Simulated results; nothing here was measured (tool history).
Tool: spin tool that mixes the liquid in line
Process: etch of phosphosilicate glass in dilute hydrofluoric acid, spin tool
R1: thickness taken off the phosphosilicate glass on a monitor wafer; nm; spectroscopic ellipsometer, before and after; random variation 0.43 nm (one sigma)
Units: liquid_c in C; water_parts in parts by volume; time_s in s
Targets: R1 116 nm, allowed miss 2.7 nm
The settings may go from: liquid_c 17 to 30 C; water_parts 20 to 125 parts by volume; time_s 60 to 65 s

run 1 day=0 | liquid_c=22 water_parts=70 time_s=60 | R1=60.53
run 2 day=0.246 | liquid_c=24 water_parts=65 time_s=60 | R1=71.239
run 3 day=0.35 | liquid_c=24 water_parts=65 time_s=65 | R1=76.801
run 4 day=0.6 | liquid_c=26.5 water_parts=65 time_s=65 | R1=85.15
run 5 day=0.933 | liquid_c=27.5 water_parts=60 time_s=65 | R1=96.829
run 6 day=1.217 | liquid_c=27.5 water_parts=60 time_s=60 | R1=89.309
-- day=1.275 hydrofluoric acid flow meter replaced
run 7 day=1.275 | liquid_c=27.5 water_parts=60 time_s=60 | R1=95.736
run 8 day=1.471 | liquid_c=28 water_parts=60 time_s=60 | R1=97.168
run 9 day=1.508 | liquid_c=28.5 water_parts=60 time_s=60 | R1=99.352
run 10 day=1.658 | liquid_c=29 water_parts=60 time_s=60 | R1=100.87
run 11 day=1.829 | liquid_c=30 water_parts=50 time_s=60 | R1=128
run 12 day=2.033 | liquid_c=29.5 water_parts=50 time_s=60 | R1=125.54
run 13 day=2.221 | liquid_c=29 water_parts=50 time_s=60 | R1=123.02
run 14 day=2.258 | liquid_c=28.5 water_parts=50 time_s=60 | R1=120.57

Which of these 5 next moves meets every target?
run A day=2.296 | liquid_c=25.5 water_parts=50 time_s=65 | R1=?
run B day=2.296 | liquid_c=29.5 water_parts=60 time_s=65 | R1=?
run C day=2.296 | liquid_c=28.5 water_parts=55 time_s=60 | R1=?
run D day=2.296 | liquid_c=29 water_parts=50 time_s=60 | R1=?
run E day=2.296 | liquid_c=26 water_parts=50 time_s=60 | R1=?

move=A R1=115.65
move=B R1=111.42
move=C R1=108.68
move=D R1=122.84
move=E R1=108.94
A: meets every target
B: takes the result that was furthest off past its target
C: takes the result that was furthest off past its target
D: further off than the last run
E: takes the result that was furthest off past its target
Answer: A

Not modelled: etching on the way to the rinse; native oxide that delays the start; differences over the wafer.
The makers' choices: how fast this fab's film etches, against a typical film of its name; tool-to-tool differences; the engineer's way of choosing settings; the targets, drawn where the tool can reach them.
